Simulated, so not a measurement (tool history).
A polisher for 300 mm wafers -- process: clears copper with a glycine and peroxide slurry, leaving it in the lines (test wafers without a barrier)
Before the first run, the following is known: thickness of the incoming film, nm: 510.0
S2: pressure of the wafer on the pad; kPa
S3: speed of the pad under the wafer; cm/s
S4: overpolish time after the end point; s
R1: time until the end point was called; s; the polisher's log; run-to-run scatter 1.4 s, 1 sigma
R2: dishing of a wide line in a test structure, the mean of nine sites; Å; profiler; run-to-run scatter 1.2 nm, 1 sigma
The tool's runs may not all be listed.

{"run": 1, "day": 0.0, "flow of slurry (ml/min)": 180, "S2": 13.8, "S3": 76, "S4": 25, "R1": 125.93, "R2": 604.2}
{"run": 2, "day": 0.342, "flow of slurry (ml/min)": 180, "S2": 11, "S3": 76, "S4": 25, "R1": 148.14, "R2": 547.92}
{"run": 3, "day": 0.679, "flow of slurry (ml/min)": 175, "S2": 11, "S3": 76, "S4": 25, "R1": 148.04, "R2": 536.27}
{"run": 4, "day": 0.783, "flow of slurry (ml/min)": 170, "S2": 11, "S3": 76, "S4": 25, "R1": 150.64, "R2": 554.36}
{"run": 5, "day": 0.912, "flow of slurry (ml/min)": 165, "S2": 11, "S3": 76, "S4": 25, "R1": 147.56, "R2": 543.64}
{"run": 6, "day": 1.204, "flow of slurry (ml/min)": 165, "S2": 9, "S3": 76, "S4": 25, "R1": 170.24, "R2": 456.27}
{"run": 7, "day": 1.533, "flow of slurry (ml/min)": 170, "S2": 9, "S3": 76, "S4": 25, "R1": 167.1, "R2": 491.29}
{"run": 8, "day": 1.721, "flow of slurry (ml/min)": 175, "S2": 9, "S3": 76, "S4": 25, "R1": 168.86, "R2": 491.61}

Predict the results of run 9:
{"day": 2.067, "done": "slurry nozzle cleaned"}
{"run": 9, "day": 2.067, "flow of slurry (ml/min)": 180, "S2": 9.7, "S3": 76, "S4": 25, "R1": "?", "R2": "?"}

For run 9 the tool returned R1 148.79 s, R2 511.64 Å.
